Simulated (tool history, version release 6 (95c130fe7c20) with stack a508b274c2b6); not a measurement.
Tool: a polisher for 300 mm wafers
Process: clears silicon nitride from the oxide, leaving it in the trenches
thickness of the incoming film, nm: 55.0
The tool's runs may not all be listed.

run,day,flow of slurry (ml/min),pressure of the wafer on the pad (kPa),speed of the pad under the wafer (cm/s),overpolish time after the end point (s),time until the end point was called (s)
1,0,155,11.7,128,29,81.546
2,0.212,155,11.7,128,29,81.758
3,0.504,160,12.4,128,29,76.472
4,0.762,165,13.1,128,29,72.027
5,1.025,165,13.1,128,31,73.579
6,1.2,165,13.1,114,31,80.003

Run 7 comes next. What will it give?
7,1.288,170,13.8,114,31,?

Run 7 gave time until the end point was called (s) 75.786.
